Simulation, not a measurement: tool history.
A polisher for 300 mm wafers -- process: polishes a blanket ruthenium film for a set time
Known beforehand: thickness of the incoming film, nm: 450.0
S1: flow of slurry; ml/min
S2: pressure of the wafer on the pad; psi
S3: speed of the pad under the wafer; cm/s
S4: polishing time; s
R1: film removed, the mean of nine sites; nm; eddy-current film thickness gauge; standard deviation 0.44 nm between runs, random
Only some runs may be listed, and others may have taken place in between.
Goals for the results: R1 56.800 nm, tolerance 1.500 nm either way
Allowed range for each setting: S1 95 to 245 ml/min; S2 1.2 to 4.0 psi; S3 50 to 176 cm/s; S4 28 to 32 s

Run 1, hour 0.0: S1 155 ml/min, S2 2.6 psi, S3 112 cm/s, S4 32 s. Result: R1 43.680 nm.
Run 2, hour 2.4: S1 155 ml/min, S2 3.2 psi, S3 112 cm/s, S4 32 s. Result: R1 54.110 nm.
Run 3, hour 6.6: S1 155 ml/min, S2 3.6 psi, S3 112 cm/s, S4 32 s. Result: R1 61.758 nm.
Run 4, hour 15.0: S1 150 ml/min, S2 3.6 psi, S3 112 cm/s, S4 32 s. Result: R1 60.211 nm.
Run 5, hour 18.4: S1 150 ml/min, S2 3.9 psi, S3 112 cm/s, S4 32 s. Result: R1 65.315 nm.
Run 6, hour 24.3: S1 145 ml/min, S2 3.9 psi, S3 112 cm/s, S4 32 s. Result: R1 65.559 nm.
Run 7, hour 27.9: S1 140 ml/min, S2 3.9 psi, S3 112 cm/s, S4 32 s. Result: R1 64.525 nm.
Run 8, hour 28.9: S1 135 ml/min, S2 3.9 psi, S3 112 cm/s, S4 32 s. Result: R1 64.702 nm.
Run 9, hour 34.3: S1 130 ml/min, S2 3.9 psi, S3 112 cm/s, S4 32 s. Result: R1 65.067 nm.
Run 10, hour 40.3: S1 125 ml/min, S2 3.7 psi, S3 112 cm/s, S4 32 s. Result: R1 60.333 nm.
Run 11, hour 45.7: S1 115 ml/min, S2 3.6 psi, S3 112 cm/s, S4 32 s. Result: R1 58.877 nm.

Exactly one of the 4 candidate moves below puts every result within its allowed miss. Which one?
Run A, hour 51.1: S1 95 ml/min, S2 3.5 psi, S3 122 cm/s, S4 32 s. Result: R1 ?.
Run B, hour 51.1: S1 130 ml/min, S2 3.7 psi, S3 120 cm/s, S4 28 s. Result: R1 ?.
Run C, hour 51.1: S1 135 ml/min, S2 3.9 psi, S3 104 cm/s, S4 32 s. Result: R1 ?.
Run D, hour 51.1: S1 95 ml/min, S2 3.6 psi, S3 132 cm/s, S4 29 s. Result: R1 ?.

move      R1
   A  60.816
   B  57.635
   C  60.656
   D  61.170
A: lands further from the targets than the last run did
B: every result lands within tolerance
C: lands further from the targets than the last run did
D: lands further from the targets than the last run did
The right move is B.
